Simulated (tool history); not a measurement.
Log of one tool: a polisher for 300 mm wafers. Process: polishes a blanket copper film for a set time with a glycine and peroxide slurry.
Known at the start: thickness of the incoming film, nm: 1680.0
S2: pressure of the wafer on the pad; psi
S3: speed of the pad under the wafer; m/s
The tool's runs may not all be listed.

{"run": 1, "hour": 0.0, "flow of slurry (ml/min)": 185, "S2": 1.9, "S3": 1.2, "polishing time (s)": 44, "film removed (nm)": 230.4}
{"run": 2, "hour": 3.4, "flow of slurry (ml/min)": 180, "S2": 1.7, "S3": 1.2, "polishing time (s)": 44, "film removed (nm)": 212.1}
{"run": 3, "hour": 9.9, "flow of slurry (ml/min)": 210, "S2": 1.7, "S3": 1.2, "polishing time (s)": 44, "film removed (nm)": 214.33}
{"run": 4, "hour": 10.6, "flow of slurry (ml/min)": 210, "S2": 1.5, "S3": 1.18, "polishing time (s)": 44, "film removed (nm)": 192.97}
{"run": 5, "hour": 11.8, "flow of slurry (ml/min)": 210, "S2": 1.5, "S3": 0.96, "polishing time (s)": 44, "film removed (nm)": 165.63}
{"run": 6, "hour": 17.5, "flow of slurry (ml/min)": 210, "S2": 1.7, "S3": 0.96, "polishing time (s)": 44, "film removed (nm)": 183.24}
{"run": 7, "hour": 20.1, "flow of slurry (ml/min)": 210, "S2": 1.6, "S3": 0.96, "polishing time (s)": 44, "film removed (nm)": 174.88}
{"run": 8, "hour": 27.2, "flow of slurry (ml/min)": 210, "S2": 1.5, "S3": 0.96, "polishing time (s)": 44, "film removed (nm)": 169.01}
{"run": 9, "hour": 34.0, "flow of slurry (ml/min)": 210, "S2": 1.4, "S3": 0.96, "polishing time (s)": 44, "film removed (nm)": 159.69}
{"run": 10, "hour": 42.1, "flow of slurry (ml/min)": 190, "S2": 1.2, "S3": 0.96, "polishing time (s)": 44, "film removed (nm)": 140.97}

Run 11 comes next. What will it give?
{"run": 11, "hour": 45.1, "flow of slurry (ml/min)": 195, "S2": 1.2, "S3": 0.96, "polishing time (s)": 44, "film removed (nm)": "?"}

{"run 11": {"film removed (nm)": 143.54}}
